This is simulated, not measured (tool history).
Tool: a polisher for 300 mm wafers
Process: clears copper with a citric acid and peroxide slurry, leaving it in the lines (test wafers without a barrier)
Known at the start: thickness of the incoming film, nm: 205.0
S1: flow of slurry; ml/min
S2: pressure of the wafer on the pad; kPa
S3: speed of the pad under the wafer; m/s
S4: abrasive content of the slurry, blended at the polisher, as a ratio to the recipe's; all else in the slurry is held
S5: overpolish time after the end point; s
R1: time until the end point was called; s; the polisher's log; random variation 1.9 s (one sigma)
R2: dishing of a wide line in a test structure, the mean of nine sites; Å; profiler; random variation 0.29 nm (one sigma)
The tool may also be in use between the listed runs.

| run | hour | S1 | S2 | S3 | S4 | S5 | R1 | R2 |
|---|---|---|---|---|---|---|---|---|
| 1 | 0 | 170 | 20 | 0.84 | 1 | 19 | 116.51 | 232.82 |
| 2 | 7.7 | 160 | 18.6 | 0.84 | 1 | 22 | 129.26 | 241.44 |
| 3 | 13.9 | 160 | 21.4 | 0.84 | 1 | 22 | 110.71 | 275.58 |
| 4 | 19.4 | 160 | 21.4 | 0.84 | 1 | 26 | 113.86 | 318.71 |
| 5 | 21.3 | 160 | 21.4 | 0.84 | 1 | 22 | 113.2 | 272.93 |
| 6 | 26.5 | 160 | 21.4 | 0.84 | 1.1 | 22 | 111.6 | 277.25 |
| 7 | 31.3 | 150 | 20 | 0.84 | 1.1 | 24 | 115.86 | 287.06 |
| 8 | 34.2 | 150 | 18.6 | 0.84 | 1.1 | 26 | 124.13 | 285.08 |
| 9 | 34.8 | 145 | 17.9 | 0.84 | 1.05 | 28 | 132.09 | 292.2 |

Forecast run 10:
| 10 | 42.2 | 140 | 17.2 | 0.84 | 1.05 | 29 | ? | ? |

R1: 135.93 s
R2: 293.39 Å
